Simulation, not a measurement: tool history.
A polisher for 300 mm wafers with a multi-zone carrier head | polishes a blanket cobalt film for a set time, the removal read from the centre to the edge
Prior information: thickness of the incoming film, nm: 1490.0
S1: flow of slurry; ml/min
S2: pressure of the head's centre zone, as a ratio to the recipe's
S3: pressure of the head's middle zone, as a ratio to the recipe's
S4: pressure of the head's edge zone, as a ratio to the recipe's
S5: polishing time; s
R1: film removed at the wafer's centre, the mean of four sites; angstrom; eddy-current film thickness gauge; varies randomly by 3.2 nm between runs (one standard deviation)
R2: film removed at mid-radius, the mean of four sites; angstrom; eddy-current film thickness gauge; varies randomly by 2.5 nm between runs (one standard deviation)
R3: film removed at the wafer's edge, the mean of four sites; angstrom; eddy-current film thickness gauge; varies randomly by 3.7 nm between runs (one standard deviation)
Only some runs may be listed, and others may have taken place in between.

run    day   S1    S2    S3    S4  S5      R1      R2      R3
  1      0  180     1     1     1  62  2917.9  2915.1  2984.8
  2  0.217  215     1     1     1  62  3003.8  3010.4  3004.2
  3  0.421  215  0.99  1.02  1.02  63  3040.6  3159.2  3136.6
  4  0.458  220  0.99  1.03  1.04  63  3054.3  3171.6  3102.4
  5  0.658  220  0.99  1.03  1.04  51  2473.5  2531.7  2546.7
  6  0.858  220  0.99  1.03  1.07  51  2465.7  2560.7  2544.8
  7  1.212  215  0.98  1.04  1.08  54  2568.2  2698.2  2733.4
  8  1.438  215  0.98  1.05  1.09  56    2680  2804.9  2867.5
  9  1.804  220  0.97  1.07   1.1  57  2735.2  2972.9  2901.9
 10  2.092  215  0.96  1.08  1.11  59    2733  3041.6  3036.6
 11  2.462  215  0.96  1.09  1.12  60  2816.2  3149.8  3071.3
 12  2.621  215  0.96   1.1  1.13  61  2866.7  3183.5  3169.5
 13  2.771  215  0.96  1.11  1.14  62  2914.9  3290.4  3216.2

Run 14 comes next. What will it give?
 14  2.942  215  0.96  1.11  1.15  63   ?   ?   ?

Run 14 produced R1 2923 angstrom, R2 3359.5 angstrom, R3 3368.2 angstrom.

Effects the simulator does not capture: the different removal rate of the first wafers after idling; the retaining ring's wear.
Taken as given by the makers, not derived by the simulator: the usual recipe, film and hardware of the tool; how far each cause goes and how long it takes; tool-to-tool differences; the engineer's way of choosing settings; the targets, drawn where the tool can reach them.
